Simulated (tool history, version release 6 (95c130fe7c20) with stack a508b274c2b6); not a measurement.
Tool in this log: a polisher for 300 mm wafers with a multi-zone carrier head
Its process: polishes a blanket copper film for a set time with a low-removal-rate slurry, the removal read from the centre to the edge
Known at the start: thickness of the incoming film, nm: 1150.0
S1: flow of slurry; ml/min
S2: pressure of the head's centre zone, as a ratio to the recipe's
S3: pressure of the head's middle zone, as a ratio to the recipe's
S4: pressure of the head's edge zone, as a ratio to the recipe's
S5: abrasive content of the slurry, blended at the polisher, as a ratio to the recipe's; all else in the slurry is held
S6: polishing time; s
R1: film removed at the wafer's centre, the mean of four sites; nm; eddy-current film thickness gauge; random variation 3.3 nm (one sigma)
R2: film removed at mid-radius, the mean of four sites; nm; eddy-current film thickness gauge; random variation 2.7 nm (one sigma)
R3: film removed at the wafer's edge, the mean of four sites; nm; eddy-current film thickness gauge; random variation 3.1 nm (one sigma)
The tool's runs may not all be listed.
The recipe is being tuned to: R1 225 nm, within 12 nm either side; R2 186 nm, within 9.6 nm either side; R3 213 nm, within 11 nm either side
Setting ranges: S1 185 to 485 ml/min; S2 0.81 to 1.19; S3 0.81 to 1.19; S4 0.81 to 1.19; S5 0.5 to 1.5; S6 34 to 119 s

run  hour   S1    S2    S3    S4    S5  S6      R1      R2      R3
  1     0  310     1     1     1     1  76  348.18     352  343.33
  2   2.2  310     1     1     1   1.1  76  362.86  361.36  357.57
  3  10.6  310     1  1.03     1   1.1  76  360.15  363.44  353.07
  4  13.7  310     1  1.03  1.05   1.1  76  356.19  378.09  372.39
  5  19.4  310     1  1.08  1.05   1.1  76  357.42   387.3  364.66
  6  20.8  310     1  1.08  1.05   1.1  60  280.87  306.52  286.39
  7  22.5  310     1  1.08  1.05   1.1  60  282.13  302.71  287.47
  8  26.1  305  1.08  0.98  1.04  0.85  43  202.33  192.02  192.61
  9  29.6  305  1.09  0.96  1.06   0.9  43  213.96  190.35  204.28

5 next moves are on the table. One of them brings every result within its allowed miss. Which?
  A  33.1  330  1.07  0.88  1.17   0.8  42   ?   ?   ?
  B  33.1  250  1.08  0.85  1.01   0.9  47   ?   ?   ?
  C  33.1  320  1.18  1.04  0.99  0.75  44   ?   ?   ?
  D  33.1  230  1.17  0.88  0.83     1  48   ?   ?   ?
  E  33.1  315  0.96  0.97   1.1   0.9  46   ?   ?   ?

move      R1      R2      R3
   A  197.58  170.78   205.6
   B   221.7  185.04  214.12
   C  225.69   203.1  195.26
   D  247.78  196.42  202.06
   E  197.19  206.29  221.62
A: the biggest miss grows against the last run
B: every result lands within tolerance
C: puts the biggest miss on target and leaves a different result outside tolerance
D: pushes the last run's worst result past its target
E: the biggest miss grows against the last run
B meets every target.
